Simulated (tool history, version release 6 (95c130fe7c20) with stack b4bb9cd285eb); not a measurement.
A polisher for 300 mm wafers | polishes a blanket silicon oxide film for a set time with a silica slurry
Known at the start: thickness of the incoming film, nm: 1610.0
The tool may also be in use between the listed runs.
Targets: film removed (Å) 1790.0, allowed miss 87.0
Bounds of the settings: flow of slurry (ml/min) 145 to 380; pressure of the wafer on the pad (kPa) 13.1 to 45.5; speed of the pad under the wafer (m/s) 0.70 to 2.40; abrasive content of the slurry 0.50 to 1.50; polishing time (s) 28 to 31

run,day,flow of slurry (ml/min),pressure of the wafer on the pad (kPa),speed of the pad under the wafer (m/s),abrasive content of the slurry,polishing time (s),film removed (Å)
1,0.000,245,29.0,1.54,1.00,31,1201.2
2,0.088,285,29.0,1.54,1.00,31,1191.2
3,0.262,285,29.0,1.86,1.00,31,1385.2
4,0.412,285,30.3,1.86,1.00,31,1457.2
5,0.683,245,30.3,1.86,1.00,31,1452.9
6,0.900,245,31.0,1.86,1.00,31,1449.1
7,0.983,245,32.4,1.86,1.00,31,1530.2
8,1.012,245,33.1,1.86,1.00,31,1527.6

4 next moves are on the table. One of them brings every result within its allowed miss. Which?
A,1.042,260,34.5,1.88,0.95,31,?
B,1.042,255,41.4,1.90,1.00,30,?
C,1.042,225,40.0,2.12,0.95,31,?
D,1.042,290,37.9,1.64,1.15,31,?

move,film removed (Å)
A,1619.9
B,1932.7
C,2018.3
D,1772.5
A: nearer than the last run, and not there yet
B: takes the result that was furthest off past its target
C: takes the result that was furthest off past its target
D: meets every target
The right move is D.

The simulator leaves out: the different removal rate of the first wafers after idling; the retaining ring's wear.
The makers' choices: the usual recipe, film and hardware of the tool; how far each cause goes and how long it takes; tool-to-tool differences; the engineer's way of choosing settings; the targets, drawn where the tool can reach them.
